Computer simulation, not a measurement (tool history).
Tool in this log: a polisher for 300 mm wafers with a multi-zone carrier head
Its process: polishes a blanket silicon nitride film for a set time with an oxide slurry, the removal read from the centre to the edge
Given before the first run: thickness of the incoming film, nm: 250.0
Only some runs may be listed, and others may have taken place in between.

run  hour  flow of slurry (ml/min)  pressure of the head's centre zone  pressure of the head's middle zone  pressure of the head's edge zone  abrasive content of the slurry  polishing time (s)  film removed at the wafer's centre (angstrom)  film removed at mid-radius (angstrom)  film removed at the wafer's edge (angstrom)
  1     0                      305                                   1                                   1                                 1                               1                  46                                         244.23                                 254.34                                       254.39
  2   4.2                      305                                   1                                   1                                 1                             1.2                  46                                         264.83                                 271.64                                       269.65
  3   6.2                      305                                1.07                                   1                                 1                             1.2                  46                                         285.45                                 276.29                                       279.93
  4   7.5                      315                                1.03                                0.97                              0.95                               1                  43                                         236.55                                 232.68                                       233.28
  5  14.2                      315                                1.03                                0.97                              0.95                            1.15                  43                                         250.25                                 248.53                                       241.12
  6  21.1                      315                                0.99                                0.93                              0.91                            0.95                  41                                         213.76                                 206.18                                       208.43
  7  22.2                      325                                0.96                                0.93                              0.88                             0.8                  40                                         182.73                                 184.13                                       187.09
  8  24.6                      325                                0.96                                0.93                              0.88                             0.8                  40                                         179.55                                 185.57                                       182.48
  9  25.4                      340                                0.95                                0.92                              0.86                             0.7                  40                                         164.43                                 169.19                                       169.02
 10  30.6                      345                                0.95                                0.92                              0.85                            0.65                  40                                         157.51                                 161.21                                       160.36

Expected results for the next run?
 11  35.3                      350                                0.95                                0.92                              0.84                             0.6                  40                                              ?                                      ?                                            ?

film removed at the wafer's centre (angstrom): 149.84
film removed at mid-radius (angstrom): 152.25
film removed at the wafer's edge (angstrom): 153.4
